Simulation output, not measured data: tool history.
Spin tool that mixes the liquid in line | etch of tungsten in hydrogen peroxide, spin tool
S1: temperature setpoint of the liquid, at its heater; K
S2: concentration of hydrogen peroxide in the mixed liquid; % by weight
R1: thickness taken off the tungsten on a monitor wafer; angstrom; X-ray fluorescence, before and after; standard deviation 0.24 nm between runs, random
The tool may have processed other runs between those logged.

run 1 hour=0.0 | S1=329.15 S2=16.5 time_under_the_liquid_(s)=50 | R1=867.77
run 2 hour=6.4 | S1=329.15 S2=13.5 time_under_the_liquid_(s)=50 | R1=789.08
run 3 hour=14.2 | S1=326.15 S2=13.5 time_under_the_liquid_(s)=50 | R1=660.97
run 4 hour=20.3 | S1=329.65 S2=13.5 time_under_the_liquid_(s)=50 | R1=807.02
run 5 hour=25.2 | S1=329.65 S2=13.5 time_under_the_liquid_(s)=55 | R1=885.10
run 6 hour=30.3 | S1=326.15 S2=13.5 time_under_the_liquid_(s)=55 | R1=724.73
run 7 hour=35.4 | S1=323.65 S2=13.5 time_under_the_liquid_(s)=55 | R1=618.83
run 8 hour=42.6 | S1=322.15 S2=13.5 time_under_the_liquid_(s)=55 | R1=571.92

The next listed run, before its measurement:
run 9 hour=48.0 | S1=321.15 S2=13.5 time_under_the_liquid_(s)=55 | R1=?

Run 9 measured R1 535.99 angstrom.
